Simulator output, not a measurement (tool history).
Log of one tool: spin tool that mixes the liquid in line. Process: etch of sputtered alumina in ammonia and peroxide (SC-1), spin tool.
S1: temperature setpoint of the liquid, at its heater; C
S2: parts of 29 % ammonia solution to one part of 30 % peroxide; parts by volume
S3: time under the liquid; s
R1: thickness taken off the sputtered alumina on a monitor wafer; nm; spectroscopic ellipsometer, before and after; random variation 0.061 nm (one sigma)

{"run": 1, "hour": 0.0, "S1": 62, "S2": 0.4, "S3": 70, "R1": 8.806}
{"run": 2, "hour": 6.8, "S1": 62, "S2": 0.3, "S3": 70, "R1": 8.4995}
{"run": 3, "hour": 12.7, "S1": 63.5, "S2": 0.3, "S3": 70, "R1": 9.1742}
{"run": 4, "hour": 16.5, "S1": 63.5, "S2": 0.25, "S3": 70, "R1": 9.0632}
{"hour": 17.5, "done": "new drum of ammonia solution connected"}
{"run": 5, "hour": 17.5, "S1": 63.5, "S2": 0.25, "S3": 75, "R1": 9.7474}
{"run": 6, "hour": 21.8, "S1": 63.5, "S2": 0.2, "S3": 75, "R1": 9.651}
{"run": 7, "hour": 28.4, "S1": 65, "S2": 0.2, "S3": 75, "R1": 10.211}
{"run": 8, "hour": 29.8, "S1": 66, "S2": 0.2, "S3": 75, "R1": 10.815}
{"run": 9, "hour": 38.7, "S1": 67, "S2": 0.2, "S3": 75, "R1": 11.437}
{"run": 10, "hour": 42.1, "S1": 67.5, "S2": 0.2, "S3": 75, "R1": 11.624}
{"run": 11, "hour": 47.2, "S1": 68, "S2": 0.2, "S3": 75, "R1": 11.884}

The next listed run, before its measurement:
{"run": 12, "hour": 51.9, "S1": 68.5, "S2": 0.2, "S3": 75, "R1": "?"}

R1: 12.224 nm
